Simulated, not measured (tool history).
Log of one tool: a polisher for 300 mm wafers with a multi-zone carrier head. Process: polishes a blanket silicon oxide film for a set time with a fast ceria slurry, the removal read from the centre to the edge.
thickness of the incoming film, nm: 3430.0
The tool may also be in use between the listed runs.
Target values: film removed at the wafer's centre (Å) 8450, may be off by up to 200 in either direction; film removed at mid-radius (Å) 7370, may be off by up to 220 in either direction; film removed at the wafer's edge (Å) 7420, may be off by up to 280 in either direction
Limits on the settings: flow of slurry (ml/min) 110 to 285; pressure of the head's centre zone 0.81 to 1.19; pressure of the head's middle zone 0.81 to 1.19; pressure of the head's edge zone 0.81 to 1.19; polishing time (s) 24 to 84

| run | day | flow of slurry (ml/min) | pressure of the head's centre zone | pressure of the head's middle zone | pressure of the head's edge zone | polishing time (s) | film removed at the wafer's centre (Å) | film removed at mid-radius (Å) | film removed at the wafer's edge (Å) |
|---|---|---|---|---|---|---|---|---|---|
| 1 | 0 | 180 | 1 | 1 | 1 | 54 | 14893 | 14623 | 13509 |
| 2 | 0.146 | 180 | 1 | 1 | 0.94 | 54 | 15051 | 14423 | 13251 |
| 3 | 0.421 | 175 | 0.99 | 0.98 | 0.92 | 48 | 12874 | 12463 | 11721 |
| 4 | 0.675 | 175 | 1 | 0.97 | 0.9 | 43 | 11723 | 11243 | 10088 |
|  | 1.012 | edge zone pressure recalibrated |
| 5 | 1.012 | 175 | 1 | 0.97 | 0.9 | 55 | 14988 | 14147 | 13986 |
| 6 | 1.325 | 175 | 1 | 0.92 | 0.9 | 55 | 15044 | 13767 | 13673 |
| 7 | 1.388 | 160 | 1 | 0.9 | 0.89 | 50 | 13392 | 12247 | 12517 |
| 8 | 1.708 | 160 | 1 | 0.88 | 0.89 | 45 | 12064 | 10745 | 11163 |
| 9 | 1.733 | 170 | 0.99 | 0.87 | 0.89 | 41 | 10932 | 9775.3 | 10472 |
| 10 | 1.942 | 170 | 1 | 0.87 | 0.88 | 38 | 10377 | 9303.3 | 9474.8 |
| 11 | 2.233 | 175 | 1 | 0.86 | 0.88 | 36 | 9672.9 | 8481.7 | 9079.3 |

Which single option among these 4 for the next run brings every result within its allowed miss of target? Just one does.
| A | 2.525 | 110 | 0.9 | 0.84 | 0.95 | 49 | ? | ? | ? |
| B | 2.525 | 190 | 1.03 | 0.89 | 0.84 | 30 | ? | ? | ? |
| C | 2.525 | 215 | 1.1 | 0.87 | 1 | 29 | ? | ? | ? |
| D | 2.525 | 155 | 1.01 | 0.93 | 0.88 | 29 | ? | ? | ? |

| move | film removed at the wafer's centre (Å) | film removed at mid-radius (Å) | film removed at the wafer's edge (Å) |
|---|---|---|---|
| A | 10731 | 10388 | 11743 |
| B | 8520.3 | 7509.8 | 7436.9 |
| C | 8905.5 | 7282.6 | 7907 |
| D | 7761.8 | 7201.7 | 7136.3 |
A: the biggest miss grows against the last run
B: all results land within tolerance of their targets
C: closes in on the targets versus the last run, not all within tolerance yet
D: carries the result that was furthest off beyond its target, to the other side
Answer: B
